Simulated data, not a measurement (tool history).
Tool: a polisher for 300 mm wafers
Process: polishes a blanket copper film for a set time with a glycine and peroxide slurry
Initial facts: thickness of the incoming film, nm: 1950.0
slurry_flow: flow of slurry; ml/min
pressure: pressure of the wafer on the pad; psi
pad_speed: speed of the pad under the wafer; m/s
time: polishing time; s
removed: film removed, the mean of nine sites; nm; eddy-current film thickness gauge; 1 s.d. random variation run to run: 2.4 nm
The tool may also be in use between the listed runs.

Run 1, hour 0.0: slurry_flow 220 ml/min, pressure 2.5 psi, pad_speed 1.12 m/s, time 37 s. Result: removed 219.59 nm.
Run 2, hour 0.5: slurry_flow 225 ml/min, pressure 2.6 psi, pad_speed 1.12 m/s, time 37 s. Result: removed 228.06 nm.
Run 3, hour 2.0: slurry_flow 230 ml/min, pressure 2.7 psi, pad_speed 1.12 m/s, time 37 s. Result: removed 231.80 nm.
Run 4, hour 5.9: slurry_flow 230 ml/min, pressure 2.8 psi, pad_speed 1.12 m/s, time 37 s. Result: removed 239.98 nm.
Run 5, hour 12.0: slurry_flow 230 ml/min, pressure 2.8 psi, pad_speed 0.96 m/s, time 37 s. Result: removed 211.88 nm.
Run 6, hour 13.6: slurry_flow 230 ml/min, pressure 3.3 psi, pad_speed 0.96 m/s, time 37 s. Result: removed 233.83 nm.
Run 7, hour 17.5: slurry_flow 235 ml/min, pressure 3.4 psi, pad_speed 0.98 m/s, time 37 s. Result: removed 243.58 nm.
Run 8, hour 24.9: slurry_flow 235 ml/min, pressure 3.5 psi, pad_speed 1.00 m/s, time 37 s. Result: removed 253.41 nm.
Run 9, hour 31.9: slurry_flow 235 ml/min, pressure 3.5 psi, pad_speed 1.00 m/s, time 37 s. Result: removed 255.53 nm.
Run 10, hour 40.3: slurry_flow 240 ml/min, pressure 3.6 psi, pad_speed 1.02 m/s, time 37 s. Result: removed 266.36 nm.
Run 11, hour 46.1: slurry_flow 245 ml/min, pressure 3.6 psi, pad_speed 1.04 m/s, time 37 s. Result: removed 271.56 nm.
Run 12, hour 53.8: slurry_flow 250 ml/min, pressure 3.6 psi, pad_speed 1.06 m/s, time 37 s. Result: removed 277.44 nm.

Run 13 has not been measured yet. What should we expect?
Run 13, hour 55.4: slurry_flow 255 ml/min, pressure 3.6 psi, pad_speed 1.06 m/s, time 37 s. Result: removed ?.

Run 13 measured removed 276.05 nm.
